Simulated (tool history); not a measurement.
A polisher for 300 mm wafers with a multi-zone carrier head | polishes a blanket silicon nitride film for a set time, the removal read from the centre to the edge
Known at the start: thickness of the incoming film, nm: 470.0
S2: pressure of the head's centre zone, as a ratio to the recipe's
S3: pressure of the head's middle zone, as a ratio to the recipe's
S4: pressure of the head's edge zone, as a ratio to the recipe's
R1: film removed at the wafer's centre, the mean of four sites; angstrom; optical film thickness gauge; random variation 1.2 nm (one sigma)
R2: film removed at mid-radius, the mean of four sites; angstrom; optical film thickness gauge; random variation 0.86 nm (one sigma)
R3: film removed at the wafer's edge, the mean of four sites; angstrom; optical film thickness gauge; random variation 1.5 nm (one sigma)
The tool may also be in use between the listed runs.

{"run": 1, "hour": 0.0, "flow of slurry (ml/min)": 265, "S2": 1, "S3": 1, "S4": 1, "polishing time (s)": 53, "R1": 798.74, "R2": 768.28, "R3": 796.08}
{"run": 2, "hour": 3.5, "flow of slurry (ml/min)": 265, "S2": 1, "S3": 1, "S4": 1.07, "polishing time (s)": 53, "R1": 806.51, "R2": 756.3, "R3": 777.42}
{"run": 3, "hour": 7.9, "flow of slurry (ml/min)": 260, "S2": 0.97, "S3": 0.97, "S4": 1.05, "polishing time (s)": 59, "R1": 847.83, "R2": 807.03, "R3": 875.36}
{"run": 4, "hour": 15.3, "flow of slurry (ml/min)": 220, "S2": 0.97, "S3": 0.97, "S4": 1.05, "polishing time (s)": 59, "R1": 820.02, "R2": 795.55, "R3": 862.73}
{"run": 5, "hour": 17.6, "flow of slurry (ml/min)": 225, "S2": 0.96, "S3": 0.97, "S4": 1.05, "polishing time (s)": 63, "R1": 855.31, "R2": 853.25, "R3": 943.22}
{"run": 6, "hour": 20.2, "flow of slurry (ml/min)": 240, "S2": 0.96, "S3": 0.97, "S4": 1.05, "polishing time (s)": 65, "R1": 922.19, "R2": 898.19, "R3": 970.38}

Run 7 comes next. What will it give?
{"run": 7, "hour": 25.4, "flow of slurry (ml/min)": 240, "S2": 0.95, "S3": 0.96, "S4": 1.05, "polishing time (s)": 67, "R1": "?", "R2": "?", "R3": "?"}

R1: 937.04 angstrom
R2: 916.16 angstrom
R3: 999.4 angstrom

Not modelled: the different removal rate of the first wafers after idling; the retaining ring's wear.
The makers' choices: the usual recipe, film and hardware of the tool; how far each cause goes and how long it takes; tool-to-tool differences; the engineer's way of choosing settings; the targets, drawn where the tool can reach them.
